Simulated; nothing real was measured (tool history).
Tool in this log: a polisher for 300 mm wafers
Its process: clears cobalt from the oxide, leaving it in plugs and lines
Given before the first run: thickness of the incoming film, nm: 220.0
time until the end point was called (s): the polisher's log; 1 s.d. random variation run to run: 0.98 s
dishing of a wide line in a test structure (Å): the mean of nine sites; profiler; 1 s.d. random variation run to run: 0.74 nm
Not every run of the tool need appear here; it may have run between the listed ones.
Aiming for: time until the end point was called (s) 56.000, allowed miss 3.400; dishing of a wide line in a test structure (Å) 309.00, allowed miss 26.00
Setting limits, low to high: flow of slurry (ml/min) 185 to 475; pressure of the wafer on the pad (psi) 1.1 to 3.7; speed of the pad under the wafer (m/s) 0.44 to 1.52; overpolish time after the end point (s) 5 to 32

| run | hour | flow of slurry (ml/min) | pressure of the wafer on the pad (psi) | speed of the pad under the wafer (m/s) | overpolish time after the end point (s) | time until the end point was called (s) | dishing of a wide line in a test structure (Å) |
|---|---|---|---|---|---|---|---|
| 1 | 0.0 | 305 | 2.4 | 0.98 | 16 | 37.268 | 633.00 |
| 2 | 5.3 | 305 | 2.3 | 0.98 | 15 | 39.591 | 625.86 |
| 3 | 12.1 | 275 | 2.3 | 0.98 | 15 | 39.176 | 593.24 |
| 4 | 14.2 | 275 | 2.3 | 0.80 | 15 | 48.695 | 533.19 |
| 5 | 21.8 | 265 | 2.3 | 0.80 | 14 | 46.460 | 503.25 |
| 6 | 26.6 | 265 | 2.5 | 0.80 | 14 | 43.648 | 544.59 |
| 7 | 28.8 | 260 | 2.4 | 0.80 | 13 | 46.431 | 489.82 |
| 8 | 34.9 | 260 | 2.4 | 0.80 | 12 | 45.051 | 452.06 |
| 9 | 35.9 | 260 | 2.3 | 0.80 | 12 | 46.983 | 446.14 |

Which of these 4 next moves meets every target?
| A | 36.9 | 265 | 2.5 | 0.98 | 17 | ? | ? |
| B | 36.9 | 335 | 2.1 | 0.68 | 9 | ? | ? |
| C | 36.9 | 260 | 2.3 | 0.68 | 27 | ? | ? |
| D | 36.9 | 270 | 1.9 | 0.74 | 31 | ? | ? |

| move | time until the end point was called (s) | dishing of a wide line in a test structure (Å) |
|---|---|---|
| A | 36.764 | 659.40 |
| B | 57.086 | 299.85 |
| C | 53.407 | 695.84 |
| D | 59.711 | 706.92 |
A: lands further from the targets than the last run did
B: each result inside its tolerance
C: lands further from the targets than the last run did
D: lands further from the targets than the last run did
Answer: B

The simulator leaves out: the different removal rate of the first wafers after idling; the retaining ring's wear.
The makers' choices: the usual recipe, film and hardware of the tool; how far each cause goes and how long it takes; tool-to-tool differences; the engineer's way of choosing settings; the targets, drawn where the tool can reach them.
